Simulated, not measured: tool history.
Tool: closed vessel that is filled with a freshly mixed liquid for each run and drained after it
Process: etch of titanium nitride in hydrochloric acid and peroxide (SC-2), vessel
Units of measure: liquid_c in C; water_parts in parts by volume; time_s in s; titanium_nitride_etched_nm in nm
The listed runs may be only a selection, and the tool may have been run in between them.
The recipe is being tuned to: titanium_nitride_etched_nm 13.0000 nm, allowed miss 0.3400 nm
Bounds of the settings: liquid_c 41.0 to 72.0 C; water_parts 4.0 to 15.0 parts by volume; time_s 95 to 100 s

{"run": 1, "day": 0.0, "liquid_c": 57.0, "water_parts": 8.5, "time_s": 95, "titanium_nitride_etched_nm": 8.752}
{"run": 2, "day": 0.192, "liquid_c": 57.0, "water_parts": 8.5, "time_s": 95, "titanium_nitride_etched_nm": 8.6357}
{"run": 3, "day": 0.35, "liquid_c": 57.0, "water_parts": 8.5, "time_s": 95, "titanium_nitride_etched_nm": 8.7361}
{"run": 4, "day": 0.483, "liquid_c": 57.5, "water_parts": 8.5, "time_s": 95, "titanium_nitride_etched_nm": 8.9785}
{"run": 5, "day": 0.592, "liquid_c": 58.0, "water_parts": 8.5, "time_s": 95, "titanium_nitride_etched_nm": 9.4089}
{"run": 6, "day": 0.796, "liquid_c": 55.0, "water_parts": 8.5, "time_s": 95, "titanium_nitride_etched_nm": 7.6667}
{"run": 7, "day": 1.042, "liquid_c": 56.0, "water_parts": 8.5, "time_s": 95, "titanium_nitride_etched_nm": 8.2929}
{"run": 8, "day": 1.3, "liquid_c": 57.0, "water_parts": 8.5, "time_s": 95, "titanium_nitride_etched_nm": 8.7712}
{"run": 9, "day": 1.583, "liquid_c": 57.5, "water_parts": 8.5, "time_s": 95, "titanium_nitride_etched_nm": 9.1273}
{"run": 10, "day": 1.833, "liquid_c": 58.0, "water_parts": 8.5, "time_s": 95, "titanium_nitride_etched_nm": 9.3873}
{"run": 11, "day": 2.079, "liquid_c": 58.5, "water_parts": 8.5, "time_s": 95, "titanium_nitride_etched_nm": 9.5568}
{"run": 12, "day": 2.15, "liquid_c": 59.0, "water_parts": 8.5, "time_s": 95, "titanium_nitride_etched_nm": 9.9049}
{"run": 13, "day": 2.262, "liquid_c": 59.5, "water_parts": 8.5, "time_s": 95, "titanium_nitride_etched_nm": 10.096}
{"run": 14, "day": 2.3, "liquid_c": 64.5, "water_parts": 8.5, "time_s": 95, "titanium_nitride_etched_nm": 13.761}
{"run": 15, "day": 2.575, "liquid_c": 64.0, "water_parts": 8.5, "time_s": 95, "titanium_nitride_etched_nm": 13.606}

5 candidate next runs follow, results not yet known. Just one meets every target within its allowed miss. Identify it.
{"run": "A", "day": 2.85, "liquid_c": 64.0, "water_parts": 10.0, "time_s": 100, "titanium_nitride_etched_nm": "?"}
{"run": "B", "day": 2.85, "liquid_c": 63.0, "water_parts": 9.0, "time_s": 95, "titanium_nitride_etched_nm": "?"}
{"run": "C", "day": 2.85, "liquid_c": 64.5, "water_parts": 8.5, "time_s": 95, "titanium_nitride_etched_nm": "?"}
{"run": "D", "day": 2.85, "liquid_c": 61.0, "water_parts": 7.5, "time_s": 100, "titanium_nitride_etched_nm": "?"}
{"run": "E", "day": 2.85, "liquid_c": 70.0, "water_parts": 12.5, "time_s": 95, "titanium_nitride_etched_nm": "?"}

move=A titanium_nitride_etched_nm=12.2840
move=B titanium_nitride_etched_nm=11.9720
move=C titanium_nitride_etched_nm=13.7510
move=D titanium_nitride_etched_nm=12.8910
move=E titanium_nitride_etched_nm=13.8580
A: pushes the last run's worst result past its target
B: pushes the last run's worst result past its target
C: its largest miss is bigger than the last run's
D: meets every target
E: its largest miss is bigger than the last run's
D is the move that brings every result within its allowed miss.
